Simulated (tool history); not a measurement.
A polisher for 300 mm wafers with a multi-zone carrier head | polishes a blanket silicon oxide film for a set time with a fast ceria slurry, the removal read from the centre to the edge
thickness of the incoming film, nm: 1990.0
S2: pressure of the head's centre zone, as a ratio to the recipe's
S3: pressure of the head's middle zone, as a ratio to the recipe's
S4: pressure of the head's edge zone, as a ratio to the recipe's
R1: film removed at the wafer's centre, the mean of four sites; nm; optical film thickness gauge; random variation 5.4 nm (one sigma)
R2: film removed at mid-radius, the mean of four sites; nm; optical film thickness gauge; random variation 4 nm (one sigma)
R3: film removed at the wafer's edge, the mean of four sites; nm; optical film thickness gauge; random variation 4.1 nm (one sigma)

{"run": 1, "day": 0.0, "flow of slurry (ml/min)": 205, "S2": 1.0, "S3": 1.0, "S4": 1.0, "polishing time (s)": 50, "R1": 637.69, "R2": 626.58, "R3": 631.06}
{"run": 2, "day": 0.217, "flow of slurry (ml/min)": 205, "S2": 1.0, "S3": 1.05, "S4": 1.0, "polishing time (s)": 50, "R1": 641.47, "R2": 646.03, "R3": 643.74}
{"run": 3, "day": 0.417, "flow of slurry (ml/min)": 215, "S2": 0.97, "S3": 1.08, "S4": 0.95, "polishing time (s)": 48, "R1": 609.44, "R2": 642.1, "R3": 601.41}
{"run": 4, "day": 0.508, "flow of slurry (ml/min)": 215, "S2": 0.97, "S3": 1.08, "S4": 0.87, "polishing time (s)": 48, "R1": 604.28, "R2": 637.96, "R3": 582.41}
{"run": 5, "day": 0.717, "flow of slurry (ml/min)": 210, "S2": 0.95, "S3": 1.1, "S4": 0.85, "polishing time (s)": 47, "R1": 593.39, "R2": 638.73, "R3": 565.51}
{"run": 6, "day": 1.067, "flow of slurry (ml/min)": 205, "S2": 0.92, "S3": 1.1, "S4": 0.84, "polishing time (s)": 46, "R1": 542.92, "R2": 619.95, "R3": 558.57}
{"run": 7, "day": 1.342, "flow of slurry (ml/min)": 165, "S2": 0.93, "S3": 1.16, "S4": 0.81, "polishing time (s)": 42, "R1": 501.93, "R2": 576.25, "R3": 488.97}
{"run": 8, "day": 1.4, "flow of slurry (ml/min)": 170, "S2": 0.92, "S3": 1.16, "S4": 0.82, "polishing time (s)": 42, "R1": 489.52, "R2": 578.12, "R3": 491.22}

Run 9 comes next. What will it give?
{"day": 1.454, "done": "edge zone pressure recalibrated"}
{"run": 9, "day": 1.454, "flow of slurry (ml/min)": 175, "S2": 0.92, "S3": 1.16, "S4": 0.83, "polishing time (s)": 42, "R1": "?", "R2": "?", "R3": "?"}

Run 9 gave R1 500.10 nm, R2 579.95 nm, R3 478.07 nm.
